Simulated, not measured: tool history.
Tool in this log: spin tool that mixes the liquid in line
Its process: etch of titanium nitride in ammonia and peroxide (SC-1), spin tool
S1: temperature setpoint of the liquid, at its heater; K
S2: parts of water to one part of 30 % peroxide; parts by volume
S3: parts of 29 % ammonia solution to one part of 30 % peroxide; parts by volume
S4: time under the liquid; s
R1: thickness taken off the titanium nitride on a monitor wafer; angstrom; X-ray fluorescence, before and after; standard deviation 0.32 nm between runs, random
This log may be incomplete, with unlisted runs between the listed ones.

run	day	S1	S2	S3	S4	R1
1	0.000	331.15	7.5	0.50	265	435.81
2	0.354	330.15	7.5	0.50	265	401.05
3	0.421	330.15	9.5	0.50	265	358.98
4	0.542	330.15	9.5	0.50	285	385.45
5	0.883	330.15	9.5	0.35	285	361.97
6	0.962	330.15	7.0	0.35	285	431.16
7	1.029	329.15	7.0	0.35	285	398.12

Forecast run 8:
8	1.071	326.15	7.0	0.35	285	?

{"run 8": {"R1": 324.95}}
